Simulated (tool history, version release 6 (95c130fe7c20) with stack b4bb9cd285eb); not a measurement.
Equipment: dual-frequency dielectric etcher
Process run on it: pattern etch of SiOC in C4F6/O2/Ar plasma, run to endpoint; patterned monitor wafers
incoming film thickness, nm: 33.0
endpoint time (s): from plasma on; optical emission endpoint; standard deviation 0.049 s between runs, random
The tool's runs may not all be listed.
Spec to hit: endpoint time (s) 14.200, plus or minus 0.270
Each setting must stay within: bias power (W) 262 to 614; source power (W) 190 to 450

Run 1, hour 0.0: bias power (W) 438, source power (W) 320. Result: endpoint time (s) 13.067.
Run 2, hour 5.2: bias power (W) 438, source power (W) 340. Result: endpoint time (s) 12.745.
Run 3, hour 9.3: bias power (W) 412, source power (W) 340. Result: endpoint time (s) 12.970.
Run 4, hour 10.0: bias power (W) 378, source power (W) 340. Result: endpoint time (s) 13.359.
Run 5, hour 12.2: bias power (W) 378, source power (W) 380. Result: endpoint time (s) 12.742.
Run 6, hour 16.9: bias power (W) 354, source power (W) 370. Result: endpoint time (s) 13.153.
Run 7, hour 17.4: bias power (W) 335, source power (W) 370. Result: endpoint time (s) 13.383.
Run 8, hour 20.7: bias power (W) 321, source power (W) 370. Result: endpoint time (s) 13.627.
Run 9, hour 26.0: bias power (W) 312, source power (W) 370. Result: endpoint time (s) 13.653.
Run 10, hour 34.9: bias power (W) 263, source power (W) 360. Result: endpoint time (s) 14.563.

Next run, 5 choices. One meets every target within its allowed miss, the rest don't. Which?
Run A, hour 43.8: bias power (W) 262, source power (W) 340. Result: endpoint time (s) ?.
Run B, hour 43.8: bias power (W) 262, source power (W) 330. Result: endpoint time (s) ?.
Run C, hour 43.8: bias power (W) 293, source power (W) 360. Result: endpoint time (s) ?.
Run D, hour 43.8: bias power (W) 309, source power (W) 310. Result: endpoint time (s) ?.
Run E, hour 43.8: bias power (W) 262, source power (W) 360. Result: endpoint time (s) ?.

move  endpoint time (s)
   A             14.953
   B             15.151
   C             14.098
   D             14.807
   E             14.582
A: misses by more than the last run did
B: misses by more than the last run did
C: every result within its allowed miss
D: misses by more than the last run did
E: misses by more than the last run did
The move that meets every target is C.
